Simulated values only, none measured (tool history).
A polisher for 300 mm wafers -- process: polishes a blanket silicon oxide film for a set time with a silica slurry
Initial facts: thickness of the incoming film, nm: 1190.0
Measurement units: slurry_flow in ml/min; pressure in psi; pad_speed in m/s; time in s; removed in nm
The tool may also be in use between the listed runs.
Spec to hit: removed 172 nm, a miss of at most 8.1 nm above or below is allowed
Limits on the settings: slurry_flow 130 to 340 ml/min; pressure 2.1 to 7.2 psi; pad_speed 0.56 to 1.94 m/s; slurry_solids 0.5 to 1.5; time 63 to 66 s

{"run": 1, "day": 0.0, "slurry_flow": 220, "pressure": 4.6, "pad_speed": 1.24, "slurry_solids": 1, "time": 63, "removed": 256.1}
{"run": 2, "day": 0.292, "slurry_flow": 220, "pressure": 4.6, "pad_speed": 1.1, "slurry_solids": 1, "time": 63, "removed": 237.93}
{"run": 3, "day": 0.517, "slurry_flow": 220, "pressure": 4.6, "pad_speed": 1.34, "slurry_solids": 1, "time": 63, "removed": 262.83}
{"run": 4, "day": 0.796, "slurry_flow": 220, "pressure": 4.6, "pad_speed": 1.5, "slurry_solids": 1, "time": 63, "removed": 289.9}
{"run": 5, "day": 0.962, "slurry_flow": 220, "pressure": 4.1, "pad_speed": 1.48, "slurry_solids": 1, "time": 63, "removed": 254.3}
{"run": 6, "day": 1.108, "slurry_flow": 220, "pressure": 3.4, "pad_speed": 1.48, "slurry_solids": 1, "time": 63, "removed": 220.79}
{"run": 7, "day": 1.308, "slurry_flow": 220, "pressure": 3.2, "pad_speed": 1.48, "slurry_solids": 1, "time": 63, "removed": 212.5}
{"run": 8, "day": 1.633, "slurry_flow": 220, "pressure": 3, "pad_speed": 1.48, "slurry_solids": 1, "time": 63, "removed": 204.18}
{"run": 9, "day": 1.808, "slurry_flow": 220, "pressure": 2.8, "pad_speed": 1.48, "slurry_solids": 1, "time": 63, "removed": 194.05}
{"run": 10, "day": 1.892, "slurry_flow": 220, "pressure": 2.7, "pad_speed": 1.48, "slurry_solids": 1, "time": 63, "removed": 190.02}
{"run": 11, "day": 2.117, "slurry_flow": 220, "pressure": 2.6, "pad_speed": 1.48, "slurry_solids": 1, "time": 63, "removed": 184.6}

5 next moves are on the table. One of them brings every result within its allowed miss. Which?
{"run": "A", "day": 2.342, "slurry_flow": 210, "pressure": 2.3, "pad_speed": 1.3, "slurry_solids": 1, "time": 65, "removed": "?"}
{"run": "B", "day": 2.342, "slurry_flow": 210, "pressure": 2.8, "pad_speed": 1.34, "slurry_solids": 0.95, "time": 63, "removed": "?"}
{"run": "C", "day": 2.342, "slurry_flow": 150, "pressure": 3.6, "pad_speed": 1.22, "slurry_solids": 0.95, "time": 66, "removed": "?"}
{"run": "D", "day": 2.342, "slurry_flow": 205, "pressure": 2.4, "pad_speed": 1.48, "slurry_solids": 1.25, "time": 66, "removed": "?"}
{"run": "E", "day": 2.342, "slurry_flow": 205, "pressure": 2.7, "pad_speed": 1, "slurry_solids": 1.05, "time": 66, "removed": "?"}

move=A removed=158.39
move=B removed=175.94
move=C removed=197.57
move=D removed=199.46
move=E removed=154.56
A: carries the result that was furthest off beyond its target, to the other side
B: all results land within tolerance of their targets
C: moves away from the targets compared with the last run
D: moves away from the targets compared with the last run
E: carries the result that was furthest off beyond its target, to the other side
Go with B: it meets all targets.
